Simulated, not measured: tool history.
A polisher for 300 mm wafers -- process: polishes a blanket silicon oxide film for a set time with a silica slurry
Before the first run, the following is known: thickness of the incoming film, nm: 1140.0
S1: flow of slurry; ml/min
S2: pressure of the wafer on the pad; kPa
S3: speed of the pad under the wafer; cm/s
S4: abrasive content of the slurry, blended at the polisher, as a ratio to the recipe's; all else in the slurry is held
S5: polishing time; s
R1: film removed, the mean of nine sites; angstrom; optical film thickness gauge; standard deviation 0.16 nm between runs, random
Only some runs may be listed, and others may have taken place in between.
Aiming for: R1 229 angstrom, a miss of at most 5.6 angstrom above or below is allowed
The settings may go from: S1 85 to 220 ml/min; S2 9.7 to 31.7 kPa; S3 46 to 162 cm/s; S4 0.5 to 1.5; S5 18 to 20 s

| run | day | S1 | S2 | S3 | S4 | S5 | R1 |
|---|---|---|---|---|---|---|---|
| 1 | 0 | 140 | 20.7 | 104 | 1 | 20 | 448.02 |
| 2 | 0.308 | 130 | 17.9 | 102 | 1 | 20 | 377.07 |
| 3 | 0.533 | 155 | 17.9 | 102 | 1 | 20 | 389.29 |
| 4 | 0.658 | 145 | 15.9 | 100 | 1 | 20 | 335.49 |
| 5 | 1 | 135 | 14.5 | 100 | 1 | 20 | 306.35 |
| 6 | 1.296 | 135 | 14.5 | 100 | 1 | 20 | 309.14 |
| 7 | 1.388 | 100 | 9.7 | 96 | 1 | 20 | 186.34 |
| 8 | 1.654 | 140 | 9.7 | 96 | 1 | 20 | 201.38 |

Exactly one of the 5 candidate moves below puts every result within its allowed miss. Which one?
| A | 1.921 | 115 | 14.5 | 84 | 0.9 | 20 | ? |
| B | 1.921 | 145 | 11 | 100 | 1 | 20 | ? |
| C | 1.921 | 130 | 10.3 | 128 | 0.9 | 18 | ? |
| D | 1.921 | 170 | 9.7 | 80 | 1.15 | 18 | ? |
| E | 1.921 | 120 | 12.4 | 94 | 0.9 | 19 | ? |

| move | R1 |
|---|---|
| A | 239.14 |
| B | 236.55 |
| C | 225.43 |
| D | 173.06 |
| E | 216.84 |
A: takes the biggest miss from the last run beyond its target
B: takes the biggest miss from the last run beyond its target
C: in spec on every target
D: further off than the last run
E: an improvement on the last run, though not all results are within tolerance
Go with C: it meets all targets.
